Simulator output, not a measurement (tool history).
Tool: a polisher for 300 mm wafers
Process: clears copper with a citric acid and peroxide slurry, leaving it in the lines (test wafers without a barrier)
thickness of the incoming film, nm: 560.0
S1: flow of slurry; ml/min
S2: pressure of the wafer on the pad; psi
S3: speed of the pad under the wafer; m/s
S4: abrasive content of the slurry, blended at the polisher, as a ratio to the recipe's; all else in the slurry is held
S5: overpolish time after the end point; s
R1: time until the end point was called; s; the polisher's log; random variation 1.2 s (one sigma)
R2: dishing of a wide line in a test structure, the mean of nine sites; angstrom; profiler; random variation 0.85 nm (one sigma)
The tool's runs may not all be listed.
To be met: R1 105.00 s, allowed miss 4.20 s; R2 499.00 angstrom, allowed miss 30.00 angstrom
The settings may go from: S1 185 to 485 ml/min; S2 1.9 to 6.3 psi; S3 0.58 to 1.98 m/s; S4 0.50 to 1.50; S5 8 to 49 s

Run 1, hour 0.0: S1 310 ml/min, S2 4.1 psi, S3 1.28 m/s, S4 1.00, S5 25 s. Result: R1 165.43 s, R2 444.44 angstrom.
Run 2, hour 4.6: S1 310 ml/min, S2 4.7 psi, S3 1.30 m/s, S4 1.00, S5 23 s. Result: R1 141.70 s, R2 444.43 angstrom.
Run 3, hour 12.3: S1 310 ml/min, S2 4.7 psi, S3 1.30 m/s, S4 1.20, S5 23 s. Result: R1 140.72 s, R2 461.16 angstrom.
Run 4, hour 19.5: S1 310 ml/min, S2 5.1 psi, S3 1.30 m/s, S4 1.20, S5 22 s. Result: R1 133.65 s, R2 471.89 angstrom.
Run 5, hour 21.4: S1 270 ml/min, S2 5.1 psi, S3 1.30 m/s, S4 1.20, S5 22 s. Result: R1 135.78 s, R2 457.21 angstrom.
Run 6, hour 23.6: S1 270 ml/min, S2 5.7 psi, S3 1.30 m/s, S4 1.20, S5 22 s. Result: R1 124.34 s, R2 493.28 angstrom.
Run 7, hour 28.0: S1 295 ml/min, S2 5.9 psi, S3 1.32 m/s, S4 1.20, S5 20 s. Result: R1 117.58 s, R2 485.10 angstrom.
Run 8, hour 33.4: S1 300 ml/min, S2 6.0 psi, S3 1.34 m/s, S4 1.20, S5 19 s. Result: R1 112.65 s, R2 471.76 angstrom.

Which of these 4 next moves meets every target?
Run A, hour 38.8: S1 245 ml/min, S2 6.1 psi, S3 1.20 m/s, S4 1.25, S5 20 s. Result: R1 ?, R2 ?.
Run B, hour 38.8: S1 305 ml/min, S2 6.3 psi, S3 1.42 m/s, S4 1.05, S5 20 s. Result: R1 ?, R2 ?.
Run C, hour 38.8: S1 270 ml/min, S2 5.4 psi, S3 1.36 m/s, S4 1.25, S5 21 s. Result: R1 ?, R2 ?.
Run D, hour 38.8: S1 305 ml/min, S2 5.9 psi, S3 1.44 m/s, S4 1.20, S5 16 s. Result: R1 ?, R2 ?.

move      R1      R2
   A  124.07  464.21
   B  103.07  510.51
   C  120.12  481.85
   D  104.99  449.19
A: further off than the last run
B: meets every target
C: further off than the last run
D: brings the result that was furthest off to its target, and leaves another outside
The right move is B.
